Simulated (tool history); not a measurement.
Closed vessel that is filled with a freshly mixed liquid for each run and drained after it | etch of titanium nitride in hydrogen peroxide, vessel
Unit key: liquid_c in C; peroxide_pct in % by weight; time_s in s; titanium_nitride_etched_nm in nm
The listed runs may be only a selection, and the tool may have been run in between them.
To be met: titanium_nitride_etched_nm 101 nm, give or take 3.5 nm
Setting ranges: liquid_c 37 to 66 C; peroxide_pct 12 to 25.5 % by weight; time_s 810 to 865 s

run	hour	liquid_c	peroxide_pct	time_s	titanium_nitride_etched_nm
1	0	53	17.5	810	43.292
2	7.5	53	17.5	810	44.11
3	12.3	50	17.5	810	35.786
4	16.9	54	17.5	810	47.547
5	21.8	56.5	17.5	810	56.273
6	30	56.5	19.5	810	58.451
7	36.2	58.5	19.5	810	67.821
8	38.4	60	19.5	810	73.832
9	41	61	19.5	810	78.882
10	42.4	62	19.5	810	84.13
11	51.6	62.5	19.5	810	87.542
12	53.1	63	19.5	810	90.01
13	62	63.5	19.5	810	93.219
14	69.3	64	19.5	810	96.214
15	71.2	64	19.5	810	94.215

Which one of the following 5 next-run settings gets every result inside its allowed miss? There is exactly one.
A	73.1	64.5	20	865	?
B	73.1	63.5	23	835	?
C	73.1	65.5	20	845	?
D	73.1	62.5	22	810	?
E	73.1	62	18.5	865	?

move	titanium_nitride_etched_nm
A	106.85
B	99.47
C	111.5
D	89.398
E	88.953
A: takes the biggest miss from the last run beyond its target
B: all results in spec
C: takes the biggest miss from the last run beyond its target
D: misses by more than the last run did
E: misses by more than the last run did
So the answer is move B, the one that meets all the targets.
